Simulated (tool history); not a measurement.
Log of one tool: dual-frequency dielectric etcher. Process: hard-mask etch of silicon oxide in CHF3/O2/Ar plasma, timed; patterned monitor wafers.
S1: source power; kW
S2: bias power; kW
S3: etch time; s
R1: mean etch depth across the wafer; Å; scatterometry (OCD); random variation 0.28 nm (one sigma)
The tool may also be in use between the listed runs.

run	day	S1	S2	S3	R1
1	0	0.52	0.199	36.5	699.85
2	0.242	0.45	0.199	36.5	665.81
3	0.588	0.4	0.199	36.5	637.28
4	0.775	0.4	0.215	36.5	658.26
5	0.879	0.38	0.211	36.5	644.39
6	1	0.36	0.208	36.5	635.79
7	1.258	0.35	0.204	36.5	619.31
8	1.583	0.34	0.203	36.5	612.98
9	1.746	0.33	0.203	36.5	611.74

Run 10 comes next. What will it give?
10	2.083	0.33	0.202	36.5	?

R1: 609.12 Å

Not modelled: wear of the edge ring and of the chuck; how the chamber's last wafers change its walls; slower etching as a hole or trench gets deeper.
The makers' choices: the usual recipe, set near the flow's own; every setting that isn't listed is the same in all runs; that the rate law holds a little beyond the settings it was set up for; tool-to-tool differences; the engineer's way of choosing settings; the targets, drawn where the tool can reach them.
